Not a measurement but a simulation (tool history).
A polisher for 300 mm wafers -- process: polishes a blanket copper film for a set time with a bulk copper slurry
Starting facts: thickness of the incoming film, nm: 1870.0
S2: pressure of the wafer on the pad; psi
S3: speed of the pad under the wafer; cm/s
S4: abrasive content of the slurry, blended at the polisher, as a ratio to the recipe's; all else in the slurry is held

run 1 hour=0.0 | flow_of_slurry_(ml/min)=225 S2=2.0 S3=112 S4=1.0 polishing_time_(s)=50 | film_removed_(angstrom)=2774.2
run 2 hour=7.8 | flow_of_slurry_(ml/min)=225 S2=1.6 S3=110 S4=1.0 polishing_time_(s)=50 | film_removed_(angstrom)=2208.1
run 3 hour=9.3 | flow_of_slurry_(ml/min)=225 S2=1.4 S3=110 S4=1.0 polishing_time_(s)=50 | film_removed_(angstrom)=1935.6
run 4 hour=16.2 | flow_of_slurry_(ml/min)=265 S2=1.4 S3=110 S4=1.0 polishing_time_(s)=50 | film_removed_(angstrom)=1989.5
run 5 hour=17.4 | flow_of_slurry_(ml/min)=265 S2=1.6 S3=110 S4=1.0 polishing_time_(s)=50 | film_removed_(angstrom)=2254.4
run 6 hour=24.4 | flow_of_slurry_(ml/min)=265 S2=1.6 S3=110 S4=1.0 polishing_time_(s)=50 | film_removed_(angstrom)=2266.9
run 7 hour=29.9 | flow_of_slurry_(ml/min)=265 S2=1.6 S3=110 S4=1.0 polishing_time_(s)=50 | film_removed_(angstrom)=2248.7

The next listed run, before its measurement:
run 8 hour=32.0 | flow_of_slurry_(ml/min)=255 S2=1.4 S3=110 S4=1.0 polishing_time_(s)=50 | film_removed_(angstrom)=?

{"run 8": {"film removed (angstrom)": 1915.7}}
